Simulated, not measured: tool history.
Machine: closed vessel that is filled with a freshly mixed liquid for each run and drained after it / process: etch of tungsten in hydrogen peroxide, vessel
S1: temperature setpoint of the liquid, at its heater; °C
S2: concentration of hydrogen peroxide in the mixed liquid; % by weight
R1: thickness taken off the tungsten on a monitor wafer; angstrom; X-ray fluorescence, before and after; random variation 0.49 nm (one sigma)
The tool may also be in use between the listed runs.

Run 1, hour 0: S1 51 °C, S2 19.5 % by weight, time in the liquid (s) 100. Result: R1 815.35 angstrom.
Run 2, hour 4.5: S1 51 °C, S2 23.5 % by weight, time in the liquid (s) 100. Result: R1 867.2 angstrom.
Run 3, hour 11.3: S1 47 °C, S2 23.5 % by weight, time in the liquid (s) 100. Result: R1 690.68 angstrom.
Run 4, hour 19.3: S1 47 °C, S2 26.5 % by weight, time in the liquid (s) 100. Result: R1 734.72 angstrom.
Run 5, hour 24.4: S1 47 °C, S2 26.5 % by weight, time in the liquid (s) 105. Result: R1 776.76 angstrom.
Run 6, hour 28.4: S1 45 °C, S2 26.5 % by weight, time in the liquid (s) 105. Result: R1 685.02 angstrom.
Run 7, hour 37.1: S1 44 °C, S2 26.5 % by weight, time in the liquid (s) 105. Result: R1 638.55 angstrom.

Estimate the outcome of run 8 from the log above:
Run 8, hour 45: S1 43 °C, S2 26.5 % by weight, time in the liquid (s) 105. Result: R1 ?.

{"run 8": {"R1": 600.79}}
